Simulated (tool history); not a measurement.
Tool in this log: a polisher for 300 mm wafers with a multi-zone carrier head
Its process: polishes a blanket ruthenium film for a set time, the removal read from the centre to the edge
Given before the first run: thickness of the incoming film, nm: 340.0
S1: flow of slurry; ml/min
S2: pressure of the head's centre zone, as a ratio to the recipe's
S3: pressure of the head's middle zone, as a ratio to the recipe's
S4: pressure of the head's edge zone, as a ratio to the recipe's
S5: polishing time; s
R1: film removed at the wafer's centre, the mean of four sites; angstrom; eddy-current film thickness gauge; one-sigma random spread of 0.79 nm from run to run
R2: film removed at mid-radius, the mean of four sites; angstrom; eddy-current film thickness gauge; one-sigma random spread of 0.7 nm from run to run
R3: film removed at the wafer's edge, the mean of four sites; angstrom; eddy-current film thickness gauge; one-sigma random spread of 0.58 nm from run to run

| run | hour | S1 | S2 | S3 | S4 | S5 | R1 | R2 | R3 |
|---|---|---|---|---|---|---|---|---|---|
| 1 | 0.0 | 225 | 1.00 | 1.00 | 1.00 | 41 | 463.61 | 474.95 | 456.86 |
| 2 | 7.6 | 225 | 1.00 | 1.00 | 1.03 | 41 | 468.37 | 477.61 | 465.89 |
| 3 | 13.4 | 225 | 1.00 | 0.97 | 1.03 | 41 | 481.65 | 459.32 | 466.00 |
| 4 | 16.3 | 225 | 1.05 | 0.97 | 1.03 | 41 | 489.30 | 466.02 | 467.93 |
| 5 | 20.2 | 235 | 1.06 | 1.03 | 1.05 | 42 | 510.99 | 490.62 | 483.08 |
| 6 | 28.8 | 235 | 1.06 | 1.10 | 1.05 | 42 | 498.12 | 511.73 | 488.44 |

What will run 7 give?
| 7 | 37.3 | 300 | 0.98 | 1.19 | 0.95 | 51 | ? | ? | ? |

Run 7 produced R1 603.61 angstrom, R2 686.23 angstrom, R3 576.99 angstrom.
